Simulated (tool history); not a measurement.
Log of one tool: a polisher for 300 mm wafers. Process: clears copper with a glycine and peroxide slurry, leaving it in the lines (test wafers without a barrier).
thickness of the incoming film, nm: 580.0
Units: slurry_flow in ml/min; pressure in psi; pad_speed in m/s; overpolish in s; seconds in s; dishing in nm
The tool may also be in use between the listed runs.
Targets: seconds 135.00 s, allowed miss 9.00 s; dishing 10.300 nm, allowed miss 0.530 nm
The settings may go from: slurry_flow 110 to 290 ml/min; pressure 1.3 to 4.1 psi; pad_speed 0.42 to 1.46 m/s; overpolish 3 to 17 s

{"run": 1, "day": 0.0, "slurry_flow": 185, "pressure": 2.7, "pad_speed": 0.94, "overpolish": 9, "seconds": 111.2, "dishing": 33.818}
{"run": 2, "day": 0.058, "slurry_flow": 185, "pressure": 2.7, "pad_speed": 0.94, "overpolish": 8, "seconds": 112.31, "dishing": 30.262}
{"run": 3, "day": 0.317, "slurry_flow": 175, "pressure": 2.4, "pad_speed": 0.92, "overpolish": 7, "seconds": 128.9, "dishing": 24.106}
{"run": 4, "day": 0.554, "slurry_flow": 145, "pressure": 2.4, "pad_speed": 0.92, "overpolish": 7, "seconds": 134.01, "dishing": 23.471}
{"run": 5, "day": 0.921, "slurry_flow": 175, "pressure": 2.4, "pad_speed": 0.92, "overpolish": 7, "seconds": 130.77, "dishing": 23.928}
{"run": 6, "day": 1.158, "slurry_flow": 175, "pressure": 3.0, "pad_speed": 0.92, "overpolish": 7, "seconds": 108.72, "dishing": 28.437}
{"run": 7, "day": 1.362, "slurry_flow": 175, "pressure": 3.0, "pad_speed": 0.92, "overpolish": 7, "seconds": 107.86, "dishing": 28.04}
{"run": 8, "day": 1.475, "slurry_flow": 205, "pressure": 2.9, "pad_speed": 0.78, "overpolish": 6, "seconds": 121.6, "dishing": 21.387}
{"run": 9, "day": 1.775, "slurry_flow": 230, "pressure": 2.9, "pad_speed": 0.68, "overpolish": 5, "seconds": 134.75, "dishing": 16.873}
{"run": 10, "day": 1.8, "slurry_flow": 230, "pressure": 2.9, "pad_speed": 0.68, "overpolish": 5, "seconds": 135.57, "dishing": 17.286}

5 next moves are on the table. One of them brings every result within its allowed miss. Which?
{"run": "A", "day": 1.825, "slurry_flow": 210, "pressure": 3.5, "pad_speed": 0.58, "overpolish": 3, "seconds": "?", "dishing": "?"}
{"run": "B", "day": 1.825, "slurry_flow": 240, "pressure": 3.3, "pad_speed": 0.7, "overpolish": 3, "seconds": "?", "dishing": "?"}
{"run": "C", "day": 1.825, "slurry_flow": 255, "pressure": 3.1, "pad_speed": 0.78, "overpolish": 3, "seconds": "?", "dishing": "?"}
{"run": "D", "day": 1.825, "slurry_flow": 215, "pressure": 3.0, "pad_speed": 0.78, "overpolish": 3, "seconds": "?", "dishing": "?"}
{"run": "E", "day": 1.825, "slurry_flow": 220, "pressure": 3.2, "pad_speed": 0.74, "overpolish": 3, "seconds": "?", "dishing": "?"}

move=A seconds=134.80 dishing=10.806
move=B seconds=119.76 dishing=12.111
move=C seconds=114.68 dishing=12.620
move=D seconds=120.17 dishing=12.057
move=E seconds=118.68 dishing=12.213
A: meets every target
B: nearer than the last run, and not there yet
C: nearer than the last run, and not there yet
D: nearer than the last run, and not there yet
E: nearer than the last run, and not there yet
Move A is the one to make.
